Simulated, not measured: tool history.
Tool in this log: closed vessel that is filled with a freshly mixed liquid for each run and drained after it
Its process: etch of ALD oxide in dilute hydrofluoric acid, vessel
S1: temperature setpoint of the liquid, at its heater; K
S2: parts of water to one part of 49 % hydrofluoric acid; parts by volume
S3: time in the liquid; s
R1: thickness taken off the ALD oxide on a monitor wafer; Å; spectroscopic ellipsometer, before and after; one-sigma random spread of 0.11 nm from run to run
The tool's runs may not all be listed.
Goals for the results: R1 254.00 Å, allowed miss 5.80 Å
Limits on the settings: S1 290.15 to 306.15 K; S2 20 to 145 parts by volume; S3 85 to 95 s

run  hour      S1  S2  S3      R1
  1   0.0  298.15  80  85  154.27
  2   4.6  294.65  80  85  134.67
  3   6.3  296.15  80  85  143.57
  4   8.2  296.15  60  85  194.81
  5  11.8  297.15  60  85  203.86
  6  15.2  297.15  80  85  148.92
  7  17.6  298.15  80  85  155.61
  8  24.3  299.15  80  85  161.82
  9  31.9  300.15  80  85  166.99
 10  34.1  300.65  80  85  172.10
 11  37.0  301.15  80  85  174.31
 12  38.5  301.65  80  85  177.73
 13  42.9  301.65  80  85  178.46
 14  51.1  305.65  65  85  260.25

4 next moves are on the table. One of them brings every result within its allowed miss. Which?
  A  59.3  305.65  70  90   ?
  B  59.3  306.15  70  95   ?
  C  59.3  306.15  65  85   ?
  D  59.3  305.15  70  95   ?

move      R1
   A  255.41
   B  274.72
   C  266.84
   D  264.55
A: every result within its allowed miss
B: further off than the last run
C: further off than the last run
D: further off than the last run
A is the move that brings every result within its allowed miss.
